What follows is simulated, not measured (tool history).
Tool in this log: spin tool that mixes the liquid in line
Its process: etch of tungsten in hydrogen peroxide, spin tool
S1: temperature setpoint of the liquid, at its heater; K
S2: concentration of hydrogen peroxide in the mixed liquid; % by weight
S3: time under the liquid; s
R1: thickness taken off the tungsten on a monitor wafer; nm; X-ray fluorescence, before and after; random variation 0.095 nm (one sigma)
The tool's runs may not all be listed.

run  hour      S1    S2  S3      R1
  1   0.0  319.15  15.5  15  19.161
  2   4.6  317.15  15.5  15  16.407
  3   5.2  317.15  15.5  15  16.532
  4  12.2  317.15  15.5  15  16.642
  5  20.4  317.15  12.5  15  14.842
  6  21.5  316.15  12.5  15  13.933
  7  24.8  315.15  12.5  15  13.098
  8  29.5  314.15  12.5  15  12.270
  9  31.7  313.65  12.5  15  11.958
 10  36.5  313.15  12.5  15  11.527
 11  42.6  312.65  12.5  15  11.201
 12  51.5  312.15  12.5  15  10.826

For run 13, what comes out?
 13  54.1  311.65  12.5  15   ?

R1: 10.327 nm
